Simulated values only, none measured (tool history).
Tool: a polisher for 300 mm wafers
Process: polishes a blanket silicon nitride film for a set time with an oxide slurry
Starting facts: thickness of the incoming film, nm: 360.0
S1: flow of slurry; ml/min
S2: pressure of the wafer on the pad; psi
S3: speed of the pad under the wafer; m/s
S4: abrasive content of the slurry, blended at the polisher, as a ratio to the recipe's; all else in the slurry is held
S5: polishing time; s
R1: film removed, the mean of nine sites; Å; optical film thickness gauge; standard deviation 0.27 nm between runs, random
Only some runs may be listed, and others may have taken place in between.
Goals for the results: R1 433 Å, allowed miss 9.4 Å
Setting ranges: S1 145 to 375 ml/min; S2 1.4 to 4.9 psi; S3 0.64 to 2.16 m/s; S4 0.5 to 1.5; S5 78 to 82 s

run	hour	S1	S2	S3	S4	S5	R1
1	0	240	3.1	1.4	1	78	637.82
2	2.6	235	2.9	1.4	1	78	595.35
3	6.2	235	2.9	1.26	1	78	552.47
4	10.6	235	2.9	1.26	1.2	78	575.62
5	17.6	235	3.7	1.26	1.2	78	727.29
6	25.9	235	3.7	1.26	1.2	82	759.97
7	34.7	235	3.7	1.26	1.2	82	758.46
8	36.2	230	3.4	1.26	1.2	82	692.76
9	39.7	230	3.4	1.26	1.2	82	704.88
10	44.5	230	3.2	1.26	1.2	82	667.53
11	52.2	225	3	1.26	1.2	82	626.84
12	57.3	220	2.8	1.26	1.2	82	586.58
# hour 66: head pressure recalibrated
13	66	215	2.7	1.26	1.2	82	510.99
14	69.3	210	2.7	1.26	1.2	82	508.47
15	72.3	205	2.7	1.26	1.2	82	512.33
16	79.4	200	2.7	1.26	1.2	82	504.38
17	82.8	195	2.7	1.26	1.2	82	506.8
18	89.9	190	2.7	1.26	1.2	82	503.9
19	91.9	185	2.7	1.26	1.2	82	501.84
20	98.8	180	2.7	1.26	1.2	82	499.52
21	102.8	175	2.7	1.26	1.2	82	499.58
22	104.7	170	2.7	1.26	1.2	82	493.31
23	106.1	155	2.2	1.26	1.2	82	407.37
24	111.3	210	2.3	1.26	1.2	82	446.79
25	117.1	210	2.3	1.26	1.2	82	448.31
26	125.1	190	2.2	1.26	1.2	82	420.51

Which single option among these 5 for the next run brings every result within its allowed miss of target? Just one does.
A	133.1	170	2.5	1.3	1.1	80	?
B	133.1	145	2.6	1.28	1.35	78	?
C	133.1	190	3.2	1.04	1	79	?
D	133.1	185	2.3	1.3	1.15	81	?
E	133.1	240	2	1.54	1.15	82	?

move	R1
A	450.25
B	464.82
C	457.59
D	435.51
E	463.18
A: takes the result that was furthest off past its target
B: takes the result that was furthest off past its target
C: takes the result that was furthest off past its target
D: hits every target within its allowed miss
E: takes the result that was furthest off past its target
D meets every target.

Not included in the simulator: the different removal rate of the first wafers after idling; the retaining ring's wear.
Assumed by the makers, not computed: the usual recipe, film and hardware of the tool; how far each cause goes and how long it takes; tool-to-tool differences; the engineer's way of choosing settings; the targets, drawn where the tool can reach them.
